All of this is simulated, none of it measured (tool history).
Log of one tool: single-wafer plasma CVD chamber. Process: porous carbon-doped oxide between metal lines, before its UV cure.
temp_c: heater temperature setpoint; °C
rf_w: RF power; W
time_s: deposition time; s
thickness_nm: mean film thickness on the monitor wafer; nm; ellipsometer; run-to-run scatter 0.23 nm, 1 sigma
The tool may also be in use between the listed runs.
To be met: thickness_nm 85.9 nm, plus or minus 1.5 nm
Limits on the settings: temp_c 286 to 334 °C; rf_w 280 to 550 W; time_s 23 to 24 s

{"run": 1, "hour": 0.0, "temp_c": 310, "rf_w": 415, "time_s": 24, "thickness_nm": 104.02}
{"run": 2, "hour": 0.8, "temp_c": 317, "rf_w": 415, "time_s": 24, "thickness_nm": 100}
{"run": 3, "hour": 2.1, "temp_c": 317, "rf_w": 415, "time_s": 23, "thickness_nm": 96.467}
{"run": 4, "hour": 7.2, "temp_c": 319, "rf_w": 410, "time_s": 23, "thickness_nm": 94.153}
{"run": 5, "hour": 8.2, "temp_c": 321, "rf_w": 410, "time_s": 23, "thickness_nm": 92.758}
{"run": 6, "hour": 9.4, "temp_c": 322, "rf_w": 410, "time_s": 23, "thickness_nm": 92.053}
{"run": 7, "hour": 18.1, "temp_c": 323, "rf_w": 410, "time_s": 23, "thickness_nm": 92.114}
{"run": 8, "hour": 19.5, "temp_c": 324, "rf_w": 410, "time_s": 23, "thickness_nm": 91.523}
{"run": 9, "hour": 25.1, "temp_c": 325, "rf_w": 410, "time_s": 23, "thickness_nm": 90.903}

Which one of the following 5 next-run settings gets every result inside its allowed miss? There is exactly one.
{"run": "A", "hour": 30.7, "temp_c": 331, "rf_w": 410, "time_s": 23.4, "thickness_nm": "?"}
{"run": "B", "hour": 30.7, "temp_c": 334, "rf_w": 415, "time_s": 23.7, "thickness_nm": "?"}
{"run": "C", "hour": 30.7, "temp_c": 320, "rf_w": 350, "time_s": 23.2, "thickness_nm": "?"}
{"run": "D", "hour": 30.7, "temp_c": 322, "rf_w": 365, "time_s": 23.8, "thickness_nm": "?"}
{"run": "E", "hour": 30.7, "temp_c": 334, "rf_w": 380, "time_s": 23, "thickness_nm": "?"}

move=A thickness_nm=89.622
move=B thickness_nm=90.001
move=C thickness_nm=85.911
move=D thickness_nm=89.277
move=E thickness_nm=82.99
A: moves toward the targets from the last run without getting all of them in spec
B: moves toward the targets from the last run without getting all of them in spec
C: each result inside its tolerance
D: moves toward the targets from the last run without getting all of them in spec
E: carries the result that was furthest off beyond its target, to the other side
C is the move that brings every result within its allowed miss.
